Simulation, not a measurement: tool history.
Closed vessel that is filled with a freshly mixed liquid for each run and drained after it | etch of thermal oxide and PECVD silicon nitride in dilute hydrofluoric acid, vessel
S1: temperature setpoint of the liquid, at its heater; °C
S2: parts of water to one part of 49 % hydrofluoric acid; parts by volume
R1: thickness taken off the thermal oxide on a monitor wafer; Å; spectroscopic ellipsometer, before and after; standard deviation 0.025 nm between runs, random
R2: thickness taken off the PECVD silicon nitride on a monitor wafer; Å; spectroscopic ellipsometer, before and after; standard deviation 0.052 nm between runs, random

{"run": 1, "hour": 0.0, "S1": 25.0, "S2": 160, "time in the liquid (s)": 280, "R1": 69.73, "R2": 45.732}
{"run": 2, "hour": 3.1, "S1": 25.0, "S2": 185, "time in the liquid (s)": 280, "R1": 58.617, "R2": 40.036}
{"run": 3, "hour": 4.0, "S1": 25.0, "S2": 230, "time in the liquid (s)": 280, "R1": 45.0, "R2": 32.333}
{"run": 4, "hour": 12.7, "S1": 25.0, "S2": 220, "time in the liquid (s)": 275, "R1": 46.628, "R2": 33.751}
{"run": 5, "hour": 16.7, "S1": 25.5, "S2": 210, "time in the liquid (s)": 270, "R1": 49.376, "R2": 35.526}
{"run": 6, "hour": 25.5, "S1": 25.5, "S2": 200, "time in the liquid (s)": 270, "R1": 52.851, "R2": 37.671}
{"run": 7, "hour": 32.5, "S1": 25.5, "S2": 195, "time in the liquid (s)": 270, "R1": 54.286, "R2": 38.004}
{"run": 8, "hour": 36.4, "S1": 25.5, "S2": 190, "time in the liquid (s)": 270, "R1": 55.882, "R2": 39.23}
{"run": 9, "hour": 39.4, "S1": 25.5, "S2": 190, "time in the liquid (s)": 270, "R1": 55.805, "R2": 38.094}
{"run": 10, "hour": 41.7, "S1": 26.0, "S2": 185, "time in the liquid (s)": 270, "R1": 59.236, "R2": 41.049}
{"run": 11, "hour": 48.6, "S1": 26.5, "S2": 180, "time in the liquid (s)": 265, "R1": 60.706, "R2": 43.309}

Predict the results of run 12:
{"run": 12, "hour": 53.7, "S1": 26.5, "S2": 175, "time in the liquid (s)": 265, "R1": "?", "R2": "?"}

For run 12 the tool returned R1 62.893 Å, R2 43.213 Å.
